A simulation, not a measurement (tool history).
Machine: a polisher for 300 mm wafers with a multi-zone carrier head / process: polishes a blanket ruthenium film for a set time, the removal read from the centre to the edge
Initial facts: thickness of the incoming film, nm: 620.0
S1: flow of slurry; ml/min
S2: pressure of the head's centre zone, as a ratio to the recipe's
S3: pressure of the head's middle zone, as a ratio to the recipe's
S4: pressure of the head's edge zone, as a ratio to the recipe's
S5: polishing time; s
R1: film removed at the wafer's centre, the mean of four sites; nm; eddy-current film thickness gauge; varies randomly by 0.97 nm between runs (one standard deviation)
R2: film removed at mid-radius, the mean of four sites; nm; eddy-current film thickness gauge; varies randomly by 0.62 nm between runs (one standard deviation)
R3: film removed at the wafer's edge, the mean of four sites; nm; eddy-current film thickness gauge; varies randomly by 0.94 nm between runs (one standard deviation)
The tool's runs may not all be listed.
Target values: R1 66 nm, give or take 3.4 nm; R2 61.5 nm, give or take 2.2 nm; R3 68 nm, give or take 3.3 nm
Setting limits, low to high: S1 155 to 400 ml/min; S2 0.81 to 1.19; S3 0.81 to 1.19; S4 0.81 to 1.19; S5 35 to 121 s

| run | hour | S1 | S2 | S3 | S4 | S5 | R1 | R2 | R3 |
|---|---|---|---|---|---|---|---|---|---|
| 1 | 0 | 255 | 1 | 1 | 1 | 78 | 51.864 | 53.345 | 53.373 |
| 2 | 8.8 | 320 | 1 | 1 | 1 | 78 | 54.314 | 54.492 | 54.881 |
| 3 | 10.4 | 320 | 1 | 1 | 1.05 | 78 | 53.723 | 54.533 | 55.103 |
| 4 | 13 | 320 | 1 | 1 | 1.09 | 78 | 54.138 | 54.757 | 57.574 |
| 5 | 16 | 320 | 1.01 | 1 | 1.1 | 80 | 54.684 | 56.178 | 59.893 |
| 6 | 23.6 | 320 | 0.93 | 1 | 1.1 | 80 | 50.745 | 56.3 | 58.355 |
| 7 | 26.4 | 325 | 0.96 | 1 | 1.11 | 81 | 53.764 | 57.548 | 60.269 |
| 8 | 34.3 | 330 | 0.98 | 1 | 1.12 | 82 | 54.244 | 57.48 | 59.736 |
| 9 | 36.2 | 330 | 1 | 0.99 | 1.12 | 84 | 56.983 | 58.11 | 62.438 |
| 10 | 44.9 | 330 | 1.02 | 0.99 | 1.12 | 85 | 61.067 | 59.367 | 62.603 |
| 11 | 50.4 | 330 | 1.02 | 0.99 | 1.13 | 86 | 61.161 | 61.025 | 64.837 |

Which one of the following 4 next-run settings gets every result inside its allowed miss? There is exactly one.
| A | 55.9 | 340 | 1.13 | 1.02 | 1.02 | 83 | ? | ? | ? |
| B | 55.9 | 305 | 1.01 | 1.01 | 1.17 | 87 | ? | ? | ? |
| C | 55.9 | 325 | 1.1 | 1.09 | 1.05 | 81 | ? | ? | ? |
| D | 55.9 | 365 | 1.06 | 0.97 | 1.16 | 89 | ? | ? | ? |

| move | R1 | R2 | R3 |
|---|---|---|---|
| A | 65.339 | 59.657 | 60.579 |
| B | 60.459 | 61.4 | 67.509 |
| C | 61.804 | 61.304 | 59.718 |
| D | 66.119 | 61.742 | 69.68 |
A: the worst result of the last run now meets its target, but another is out of spec
B: the biggest miss grows against the last run
C: the biggest miss grows against the last run
D: each result inside its tolerance
Answer: D
